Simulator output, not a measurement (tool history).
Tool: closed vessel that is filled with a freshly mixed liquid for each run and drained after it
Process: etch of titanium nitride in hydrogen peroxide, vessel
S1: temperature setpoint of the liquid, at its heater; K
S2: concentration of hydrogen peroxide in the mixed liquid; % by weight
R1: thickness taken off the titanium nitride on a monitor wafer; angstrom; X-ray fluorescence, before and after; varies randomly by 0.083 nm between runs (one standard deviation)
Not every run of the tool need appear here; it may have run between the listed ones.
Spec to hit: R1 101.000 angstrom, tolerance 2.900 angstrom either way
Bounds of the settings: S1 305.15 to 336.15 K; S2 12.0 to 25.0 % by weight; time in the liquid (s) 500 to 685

Run 1, day 0.000: S1 320.15 K, S2 17.0 % by weight, time in the liquid (s) 685. Result: R1 157.690 angstrom.
Run 2, day 0.225: S1 318.15 K, S2 17.0 % by weight, time in the liquid (s) 685. Result: R1 136.690 angstrom.
Run 3, day 0.542: S1 316.65 K, S2 17.0 % by weight, time in the liquid (s) 685. Result: R1 122.240 angstrom.
Run 4, day 0.921: S1 316.65 K, S2 17.0 % by weight, time in the liquid (s) 500. Result: R1 88.896 angstrom.
Run 5, day 1.325: S1 317.15 K, S2 17.0 % by weight, time in the liquid (s) 500. Result: R1 92.378 angstrom.
Run 6, day 1.412: S1 317.15 K, S2 17.0 % by weight, time in the liquid (s) 685. Result: R1 125.550 angstrom.
Run 7, day 1.721: S1 316.15 K, S2 17.0 % by weight, time in the liquid (s) 685. Result: R1 118.210 angstrom.
Run 8, day 1.971: S1 315.15 K, S2 17.0 % by weight, time in the liquid (s) 685. Result: R1 107.830 angstrom.

Which one of the following 5 next-run settings gets every result inside its allowed miss? There is exactly one.
Run A, day 2.221: S1 316.15 K, S2 14.0 % by weight, time in the liquid (s) 650. Result: R1 ?.
Run B, day 2.221: S1 315.65 K, S2 18.5 % by weight, time in the liquid (s) 660. Result: R1 ?.
Run C, day 2.221: S1 318.15 K, S2 14.5 % by weight, time in the liquid (s) 555. Result: R1 ?.
Run D, day 2.221: S1 316.15 K, S2 20.5 % by weight, time in the liquid (s) 565. Result: R1 ?.
Run E, day 2.221: S1 316.65 K, S2 12.0 % by weight, time in the liquid (s) 665. Result: R1 ?.

move       R1
   A  106.930
   B  110.890
   C  106.860
   D  100.770
   E  109.990
A: nearer the targets than the last run, but a result is still out of spec
B: further off than the last run
C: nearer the targets than the last run, but a result is still out of spec
D: all results in spec
E: further off than the last run
The move that meets every target is D.
